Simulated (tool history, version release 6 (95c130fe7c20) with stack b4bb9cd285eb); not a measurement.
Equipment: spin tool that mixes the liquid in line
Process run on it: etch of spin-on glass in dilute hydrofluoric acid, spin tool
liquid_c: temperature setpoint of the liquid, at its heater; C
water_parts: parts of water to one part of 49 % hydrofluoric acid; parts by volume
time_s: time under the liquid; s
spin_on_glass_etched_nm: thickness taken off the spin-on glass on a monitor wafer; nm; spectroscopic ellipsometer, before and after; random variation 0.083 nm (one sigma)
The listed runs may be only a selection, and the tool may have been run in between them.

run	hour	liquid_c	water_parts	time_s	spin_on_glass_etched_nm
1	0	21	265	95	11.936
2	2.7	21	265	95	11.827
3	10.1	20	280	95	10.513
4	19	19	290	95	9.7081
5	22.7	22.5	290	95	11.02
6	26.3	25	290	95	12.196
7	28.2	22.5	300	95	10.644
8	33.9	21	305	95	9.9925
9	35.3	20	310	95	9.5639

Run 10, settings as shown, results not yet in. Your forecast:
10	40.2	20	310	95	?

{"run 10": {"spin_on_glass_etched_nm": 9.2929}}
